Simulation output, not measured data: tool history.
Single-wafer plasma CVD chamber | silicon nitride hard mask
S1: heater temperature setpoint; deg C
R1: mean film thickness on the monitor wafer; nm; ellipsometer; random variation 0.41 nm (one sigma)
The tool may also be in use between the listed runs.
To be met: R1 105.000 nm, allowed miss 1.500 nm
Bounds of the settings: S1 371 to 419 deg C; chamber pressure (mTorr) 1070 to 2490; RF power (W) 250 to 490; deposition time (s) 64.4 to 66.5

Run 1, hour 0.0: S1 395 deg C, chamber pressure (mTorr) 1780, RF power (W) 370, deposition time (s) 64.4. Result: R1 89.899 nm.
Run 2, hour 7.3: S1 395 deg C, chamber pressure (mTorr) 1940, RF power (W) 380, deposition time (s) 64.4. Result: R1 93.911 nm.
Run 3, hour 8.4: S1 395 deg C, chamber pressure (mTorr) 2070, RF power (W) 385, deposition time (s) 64.4. Result: R1 97.780 nm.
Run 4, hour 12.2: S1 395 deg C, chamber pressure (mTorr) 2070, RF power (W) 340, deposition time (s) 64.4. Result: R1 91.601 nm.
Run 5, hour 15.1: S1 402 deg C, chamber pressure (mTorr) 2070, RF power (W) 340, deposition time (s) 64.4. Result: R1 91.244 nm.
Run 6, hour 18.3: S1 392 deg C, chamber pressure (mTorr) 2070, RF power (W) 340, deposition time (s) 64.4. Result: R1 91.102 nm.
Run 7, hour 23.4: S1 392 deg C, chamber pressure (mTorr) 2170, RF power (W) 350, deposition time (s) 64.5. Result: R1 94.899 nm.
Run 8, hour 28.1: S1 392 deg C, chamber pressure (mTorr) 2250, RF power (W) 355, deposition time (s) 64.5. Result: R1 95.969 nm.
Run 9, hour 29.2: S1 392 deg C, chamber pressure (mTorr) 2300, RF power (W) 365, deposition time (s) 64.6. Result: R1 98.460 nm.
Run 10, hour 32.8: S1 392 deg C, chamber pressure (mTorr) 2340, RF power (W) 370, deposition time (s) 64.6. Result: R1 99.390 nm.
Run 11, hour 38.8: S1 392 deg C, chamber pressure (mTorr) 2340, RF power (W) 370, deposition time (s) 64.6. Result: R1 99.775 nm.
Run 12, hour 44.5: S1 392 deg C, chamber pressure (mTorr) 2370, RF power (W) 375, deposition time (s) 64.6. Result: R1 100.850 nm.
Run 13, hour 47.3: S1 392 deg C, chamber pressure (mTorr) 2400, RF power (W) 380, deposition time (s) 64.6. Result: R1 101.450 nm.
Run 14, hour 53.6: S1 392 deg C, chamber pressure (mTorr) 2420, RF power (W) 385, deposition time (s) 64.6. Result: R1 102.450 nm.

4 next moves are on the table. One of them brings every result within its allowed miss. Which?
Run A, hour 59.9: S1 390 deg C, chamber pressure (mTorr) 2490, RF power (W) 420, deposition time (s) 64.4. Result: R1 ?.
Run B, hour 59.9: S1 391 deg C, chamber pressure (mTorr) 2480, RF power (W) 415, deposition time (s) 65.8. Result: R1 ?.
Run C, hour 59.9: S1 390 deg C, chamber pressure (mTorr) 2450, RF power (W) 410, deposition time (s) 65.8. Result: R1 ?.
Run D, hour 59.9: S1 395 deg C, chamber pressure (mTorr) 2310, RF power (W) 390, deposition time (s) 66.1. Result: R1 ?.

move       R1
   A  108.240
   B  109.780
   C  108.790
   D  104.590
A: takes the result that was furthest off past its target
B: takes the result that was furthest off past its target
C: takes the result that was furthest off past its target
D: meets every target
Answer: D

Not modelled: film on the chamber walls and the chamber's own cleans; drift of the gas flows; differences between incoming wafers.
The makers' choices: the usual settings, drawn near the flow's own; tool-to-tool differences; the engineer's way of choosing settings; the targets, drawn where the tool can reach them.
